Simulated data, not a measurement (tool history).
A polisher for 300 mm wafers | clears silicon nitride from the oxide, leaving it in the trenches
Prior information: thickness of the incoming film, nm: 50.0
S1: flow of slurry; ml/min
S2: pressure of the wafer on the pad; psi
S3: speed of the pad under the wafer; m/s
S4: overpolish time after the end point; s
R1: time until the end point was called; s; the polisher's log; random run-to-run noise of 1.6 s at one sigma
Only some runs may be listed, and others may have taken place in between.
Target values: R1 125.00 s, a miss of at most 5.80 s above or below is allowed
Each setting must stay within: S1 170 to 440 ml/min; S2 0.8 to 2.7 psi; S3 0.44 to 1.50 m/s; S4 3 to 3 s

Run 1, day 0.000: S1 280 ml/min, S2 1.7 psi, S3 0.96 m/s, S4 3 s. Result: R1 100.03 s.
Run 2, day 0.292: S1 280 ml/min, S2 1.6 psi, S3 0.96 m/s, S4 3 s. Result: R1 102.50 s.
Run 3, day 0.658: S1 280 ml/min, S2 1.5 psi, S3 0.96 m/s, S4 3 s. Result: R1 112.37 s.
Run 4, day 0.912: S1 280 ml/min, S2 1.4 psi, S3 0.96 m/s, S4 3 s. Result: R1 116.34 s.
Run 5, day 1.121: S1 280 ml/min, S2 1.2 psi, S3 0.96 m/s, S4 3 s. Result: R1 134.78 s.
Run 6, day 1.288: S1 280 ml/min, S2 1.2 psi, S3 0.84 m/s, S4 3 s. Result: R1 155.81 s.
Run 7, day 1.521: S1 280 ml/min, S2 1.3 psi, S3 0.84 m/s, S4 3 s. Result: R1 142.75 s.
Run 8, day 1.742: S1 280 ml/min, S2 1.4 psi, S3 0.84 m/s, S4 3 s. Result: R1 134.56 s.

5 next moves are on the table. One of them brings every result within its allowed miss. Which?
Run A, day 1.962: S1 195 ml/min, S2 2.0 psi, S3 0.62 m/s, S4 3 s. Result: R1 ?.
Run B, day 1.962: S1 345 ml/min, S2 1.2 psi, S3 0.90 m/s, S4 3 s. Result: R1 ?.
Run C, day 1.962: S1 265 ml/min, S2 1.2 psi, S3 0.88 m/s, S4 3 s. Result: R1 ?.
Run D, day 1.962: S1 255 ml/min, S2 1.3 psi, S3 0.88 m/s, S4 3 s. Result: R1 ?.
Run E, day 1.962: S1 320 ml/min, S2 1.4 psi, S3 0.72 m/s, S4 3 s. Result: R1 ?.

move      R1
   A  124.28
   B  142.79
   C  148.74
   D  138.25
   E  148.65
A: hits every target within its allowed miss
B: the biggest miss grows against the last run
C: the biggest miss grows against the last run
D: the biggest miss grows against the last run
E: the biggest miss grows against the last run
So the answer is move A, the one that meets all the targets.

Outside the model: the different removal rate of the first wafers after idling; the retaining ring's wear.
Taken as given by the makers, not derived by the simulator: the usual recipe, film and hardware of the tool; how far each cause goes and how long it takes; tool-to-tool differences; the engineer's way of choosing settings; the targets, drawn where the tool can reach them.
